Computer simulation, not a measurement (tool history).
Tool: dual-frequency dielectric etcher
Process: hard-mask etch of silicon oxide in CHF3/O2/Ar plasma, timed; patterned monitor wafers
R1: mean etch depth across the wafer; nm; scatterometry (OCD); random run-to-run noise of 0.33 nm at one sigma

run 1 hour=0.0 | source_power_(W)=720 bias_power_(W)=155 etch_time_(s)=36.5 | R1=75.903
run 2 hour=7.1 | source_power_(W)=720 bias_power_(W)=155 etch_time_(s)=38.0 | R1=78.396
run 3 hour=11.5 | source_power_(W)=720 bias_power_(W)=165 etch_time_(s)=38.0 | R1=80.638
run 4 hour=13.4 | source_power_(W)=660 bias_power_(W)=152 etch_time_(s)=38.0 | R1=75.859
run 5 hour=14.4 | source_power_(W)=550 bias_power_(W)=152 etch_time_(s)=38.0 | R1=69.706
run 6 hour=22.0 | source_power_(W)=530 bias_power_(W)=147 etch_time_(s)=38.0 | R1=68.309
run 7 hour=25.5 | source_power_(W)=510 bias_power_(W)=143 etch_time_(s)=38.0 | R1=65.095

What will run 8 give?
run 8 hour=27.4 | source_power_(W)=490 bias_power_(W)=142 etch_time_(s)=38.0 | R1=?

{"run 8": {"R1": 64.947}}
